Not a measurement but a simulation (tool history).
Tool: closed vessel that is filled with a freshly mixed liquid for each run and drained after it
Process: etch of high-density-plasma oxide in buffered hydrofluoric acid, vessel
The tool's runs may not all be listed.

run	hour	temperature setpoint of the liquid (K)	parts of 40 % ammonium fluoride to one part of 49 % hydrofluoric acid (parts by volume)	time in the liquid (s)	thickness taken off the high-density-plasma oxide on a monitor wafer (angstrom)
1	0	294.15	21	105	533.01
2	5.4	294.15	21	110	562.89
3	11.8	294.65	21	110	584.32
4	17.4	295.15	21	110	604.53
5	24.7	295.15	25	110	533.73
6	29.2	296.15	25	110	568.5
7	32.9	296.65	25	110	578.14

Forecast run 8:
8	37.9	296.65	25	110	?

For run 8 the tool returned thickness taken off the high-density-plasma oxide on a monitor wafer (angstrom) 581.76.

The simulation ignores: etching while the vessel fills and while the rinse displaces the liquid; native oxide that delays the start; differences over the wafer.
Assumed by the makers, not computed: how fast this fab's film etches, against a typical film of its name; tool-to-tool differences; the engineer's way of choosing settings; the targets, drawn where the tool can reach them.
